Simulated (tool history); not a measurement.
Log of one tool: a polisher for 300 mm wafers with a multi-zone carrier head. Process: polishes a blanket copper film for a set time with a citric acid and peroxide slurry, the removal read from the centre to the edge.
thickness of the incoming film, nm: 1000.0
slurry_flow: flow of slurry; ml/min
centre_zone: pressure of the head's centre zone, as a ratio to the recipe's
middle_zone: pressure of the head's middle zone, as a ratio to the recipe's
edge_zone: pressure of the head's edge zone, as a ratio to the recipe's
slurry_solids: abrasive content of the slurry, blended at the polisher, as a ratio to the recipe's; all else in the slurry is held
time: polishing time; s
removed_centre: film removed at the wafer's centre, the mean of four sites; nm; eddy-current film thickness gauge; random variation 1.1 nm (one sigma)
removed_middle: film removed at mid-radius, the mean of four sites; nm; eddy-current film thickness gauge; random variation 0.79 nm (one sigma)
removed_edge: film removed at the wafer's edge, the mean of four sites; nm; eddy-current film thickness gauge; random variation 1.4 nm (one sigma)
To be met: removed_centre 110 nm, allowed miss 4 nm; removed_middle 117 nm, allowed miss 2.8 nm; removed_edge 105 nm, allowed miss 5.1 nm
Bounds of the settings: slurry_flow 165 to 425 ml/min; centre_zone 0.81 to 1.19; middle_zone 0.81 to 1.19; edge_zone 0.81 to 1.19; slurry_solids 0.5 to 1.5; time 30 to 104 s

run,day,slurry_flow,centre_zone,middle_zone,edge_zone,slurry_solids,time,removed_centre,removed_middle,removed_edge
1,0,275,1,1,1,1,67,79.242,79.451,81.15
2,0.079,285,1.02,1.03,1.01,1.1,68,81.993,84.06,82.514
3,0.246,285,1.02,1.03,1.1,1.1,68,82.917,85.65,88.404
4,0.475,285,1.02,1.08,1.1,1.1,68,83.57,87.116,87.15
5,0.729,295,1.03,1.1,1.1,1.15,70,87.434,93.139,90.547
6,1.025,295,1.03,1.1,1.1,1,70,84.794,92.117,88.055
7,1.138,295,1.03,1.1,1.1,1,70,85.888,90.776,88.227
8,1.317,305,1.04,1.12,1.11,1.1,71,87.881,96.768,93.258
9,1.592,300,1.06,1.13,1.1,1.15,72,92.544,98.286,92.198
10,1.821,300,1.06,1.13,1.1,1.15,72,91.629,98.641,93.887
11,1.875,310,1.08,1.14,1.09,1.2,73,97.153,101.5,94.954
12,2.179,320,1.08,1.15,1.09,1.25,74,99.926,104.87,97.537
13,2.546,325,1.08,1.16,1.09,1.3,74,99.554,106.85,97.533
14,2.858,330,1.09,1.17,1.09,1.35,74,103.31,109.82,101.77
15,3.112,375,1.1,1.19,1.03,1.45,75,109.22,114.38,103.12

Which of these 5 next moves meets every target?
A,3.367,390,1.16,1.15,1.01,1.5,75,?,?,?
B,3.367,405,1.08,1.13,1.07,1.4,76,?,?,?
C,3.367,400,1.04,1.16,1.09,1.5,74,?,?,?
D,3.367,385,1.08,1.13,1.09,1.5,75,?,?,?
E,3.367,420,1.09,1.19,1.12,1.35,77,?,?,?

move,removed_centre,removed_middle,removed_edge
A,114.89,112.47,101.27
B,107.29,111.19,104.5
C,101.78,112.08,103.9
D,106.78,110.7,105.1
E,109.35,117.32,107.76
A: further off than the last run
B: further off than the last run
C: further off than the last run
D: further off than the last run
E: meets every target
The right move is E.

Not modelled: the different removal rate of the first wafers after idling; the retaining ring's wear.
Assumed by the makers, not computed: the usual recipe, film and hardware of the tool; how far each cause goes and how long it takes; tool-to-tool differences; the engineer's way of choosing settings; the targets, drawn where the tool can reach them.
